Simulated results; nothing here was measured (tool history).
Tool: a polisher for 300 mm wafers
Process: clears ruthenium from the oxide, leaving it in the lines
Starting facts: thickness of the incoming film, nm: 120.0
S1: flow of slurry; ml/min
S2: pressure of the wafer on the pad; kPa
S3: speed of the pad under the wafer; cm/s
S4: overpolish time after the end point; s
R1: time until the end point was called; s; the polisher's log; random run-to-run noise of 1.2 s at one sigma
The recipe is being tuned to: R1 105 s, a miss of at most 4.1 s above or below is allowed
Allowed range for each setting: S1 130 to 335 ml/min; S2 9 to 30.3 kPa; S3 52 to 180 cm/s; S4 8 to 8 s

| run | hour | S1 | S2 | S3 | S4 | R1 |
|---|---|---|---|---|---|---|
| 1 | 0 | 215 | 19.3 | 116 | 8 | 71.416 |
| 2 | 6 | 175 | 19.3 | 116 | 8 | 73.366 |
| 3 | 9 | 175 | 19.3 | 96 | 8 | 88.612 |
| 4 | 15.2 | 175 | 19.3 | 96 | 8 | 87.481 |
| 5 | 23.1 | 175 | 18.6 | 96 | 8 | 89.921 |
| 6 | 29.2 | 175 | 18.6 | 96 | 8 | 90.707 |
| 7 | 30.3 | 175 | 18.6 | 96 | 8 | 89.844 |
| 8 | 31.6 | 175 | 17.9 | 96 | 8 | 91.339 |
| 9 | 37.3 | 175 | 17.2 | 96 | 8 | 95.561 |
|  | 45.8 | worn pad replaced by a new one |
| 10 | 45.8 | 175 | 15.9 | 96 | 8 | 91.297 |
| 11 | 47.2 | 175 | 15.9 | 94 | 8 | 92.299 |
| 12 | 53.5 | 175 | 15.9 | 92 | 8 | 93.99 |
| 13 | 54.3 | 170 | 15.9 | 90 | 8 | 96.18 |
| 14 | 56.1 | 170 | 15.9 | 88 | 8 | 98.434 |

Which one of the following 5 next-run settings gets every result inside its allowed miss? There is exactly one.
| A | 57.9 | 130 | 12.4 | 94 | 8 | ? |
| B | 57.9 | 190 | 15.2 | 78 | 8 | ? |
| C | 57.9 | 180 | 17.2 | 76 | 8 | ? |
| D | 57.9 | 135 | 14.5 | 102 | 8 | ? |
| E | 57.9 | 130 | 15.2 | 96 | 8 | ? |

| move | R1 |
|---|---|
| A | 111.97 |
| B | 112.25 |
| C | 106.88 |
| D | 93.891 |
| E | 97.373 |
A: pushes the last run's worst result past its target
B: pushes the last run's worst result past its target
C: each result inside its tolerance
D: misses by more than the last run did
E: misses by more than the last run did
C meets every target.
